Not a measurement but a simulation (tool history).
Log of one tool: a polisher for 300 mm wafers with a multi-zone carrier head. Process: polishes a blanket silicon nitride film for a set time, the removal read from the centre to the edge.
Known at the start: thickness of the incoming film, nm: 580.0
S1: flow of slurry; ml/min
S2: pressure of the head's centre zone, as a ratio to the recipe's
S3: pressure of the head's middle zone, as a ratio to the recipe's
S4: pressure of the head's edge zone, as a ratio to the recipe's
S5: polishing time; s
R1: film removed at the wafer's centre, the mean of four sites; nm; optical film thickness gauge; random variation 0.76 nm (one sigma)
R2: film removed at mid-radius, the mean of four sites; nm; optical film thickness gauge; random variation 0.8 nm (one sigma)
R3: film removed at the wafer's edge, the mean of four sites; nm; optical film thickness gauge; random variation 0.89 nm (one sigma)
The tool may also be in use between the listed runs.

run	day	S1	S2	S3	S4	S5	R1	R2	R3
1	0.000	220	1.00	1.00	1.00	90	120.930	133.150	131.100
2	0.296	220	1.00	0.99	0.97	82	111.550	119.900	119.220
3	0.346	220	1.00	0.99	0.94	75	103.450	108.480	109.090
4	0.633	220	1.00	1.04	0.94	75	100.040	112.510	105.710
5	0.688	220	1.08	1.04	0.94	75	109.130	114.710	108.310
6	1.025	220	1.08	1.04	0.98	75	110.130	114.000	109.520
7	1.112	220	1.07	1.04	0.96	70	99.446	105.910	100.160
8	1.396	215	1.07	1.04	0.95	67	96.165	102.100	98.340
9	1.479	260	1.07	1.02	0.87	49	71.972	75.147	69.746
10	1.642	255	1.09	1.03	0.91	49	73.695	75.859	69.929
# day 1.888: centre zone pressure recalibrated
11	1.888	235	1.10	1.04	0.93	50	81.298	76.079	72.015
12	2.042	235	1.08	1.04	0.95	52	84.667	79.641	76.376
13	2.067	230	1.06	1.04	0.95	53	82.880	80.705	76.194

Run 14 comes next. What will it give?
14	2.096	225	1.05	1.04	0.94	54	?	?	?

R1: 82.635 nm
R2: 81.832 nm
R3: 77.898 nm
